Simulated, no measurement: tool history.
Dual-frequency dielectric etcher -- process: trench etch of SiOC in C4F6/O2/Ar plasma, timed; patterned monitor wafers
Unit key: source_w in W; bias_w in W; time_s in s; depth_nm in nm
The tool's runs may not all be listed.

run 1 hour=0 | source_w=490 bias_w=154 time_s=24 | depth_nm=51.608
run 2 hour=1 | source_w=520 bias_w=158 time_s=24 | depth_nm=52.76
run 3 hour=1.9 | source_w=520 bias_w=145 time_s=24 | depth_nm=52.213
run 4 hour=9.8 | source_w=520 bias_w=172 time_s=24 | depth_nm=55.482
run 5 hour=11.1 | source_w=530 bias_w=173 time_s=24 | depth_nm=55.686
run 6 hour=14.6 | source_w=540 bias_w=174 time_s=24 | depth_nm=56.29
-- hour=19.8 bias power generator calibrated
run 7 hour=19.8 | source_w=550 bias_w=175 time_s=24 | depth_nm=56.003
run 8 hour=20.7 | source_w=550 bias_w=175 time_s=24 | depth_nm=55.717
run 9 hour=23 | source_w=560 bias_w=179 time_s=24 | depth_nm=56.179

What will run 10 give?
run 10 hour=26.4 | source_w=560 bias_w=183 time_s=24 | depth_nm=?

{"run 10": {"depth_nm": 57.322}}

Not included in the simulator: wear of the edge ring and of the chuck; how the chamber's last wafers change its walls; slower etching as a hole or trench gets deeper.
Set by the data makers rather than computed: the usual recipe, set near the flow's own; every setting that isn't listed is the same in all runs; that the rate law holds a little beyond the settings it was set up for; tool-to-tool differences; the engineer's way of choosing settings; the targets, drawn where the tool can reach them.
